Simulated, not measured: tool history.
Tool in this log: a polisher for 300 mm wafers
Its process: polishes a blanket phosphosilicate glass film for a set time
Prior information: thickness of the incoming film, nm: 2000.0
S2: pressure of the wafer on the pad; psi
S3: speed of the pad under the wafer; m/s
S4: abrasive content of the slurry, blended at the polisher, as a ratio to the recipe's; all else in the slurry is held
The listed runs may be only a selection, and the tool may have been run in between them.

run 1 hour=0 | flow_of_slurry_(ml/min)=220 S2=3 S3=1.08 S4=1 polishing_time_(s)=98 | film_removed_(Å)=7500.1
run 2 hour=8.2 | flow_of_slurry_(ml/min)=220 S2=2.8 S3=1.08 S4=1 polishing_time_(s)=98 | film_removed_(Å)=7100
run 3 hour=12.4 | flow_of_slurry_(ml/min)=220 S2=2.8 S3=1.08 S4=1.1 polishing_time_(s)=98 | film_removed_(Å)=7720.4
run 4 hour=21.1 | flow_of_slurry_(ml/min)=220 S2=2.6 S3=1.06 S4=1.1 polishing_time_(s)=98 | film_removed_(Å)=7194.5
run 5 hour=28.7 | flow_of_slurry_(ml/min)=220 S2=2.6 S3=1.32 S4=1.1 polishing_time_(s)=98 | film_removed_(Å)=8059.8
-- hour=31.3 slurry blender recalibrated
run 6 hour=31.3 | flow_of_slurry_(ml/min)=220 S2=2.2 S3=1.32 S4=1.1 polishing_time_(s)=98 | film_removed_(Å)=7994.5
run 7 hour=39.2 | flow_of_slurry_(ml/min)=220 S2=2.1 S3=1.24 S4=1.1 polishing_time_(s)=98 | film_removed_(Å)=7354.8
run 8 hour=45.3 | flow_of_slurry_(ml/min)=220 S2=2 S3=1.16 S4=1.1 polishing_time_(s)=98 | film_removed_(Å)=6905
run 9 hour=49.7 | flow_of_slurry_(ml/min)=220 S2=1.9 S3=1.1 S4=1.1 polishing_time_(s)=98 | film_removed_(Å)=6403.7

Predict the results of run 10:
run 10 hour=57.1 | flow_of_slurry_(ml/min)=195 S2=1.4 S3=0.8 S4=1.1 polishing_time_(s)=98 | film_removed_(Å)=?

Run 10 produced film removed (Å) 4268.9.
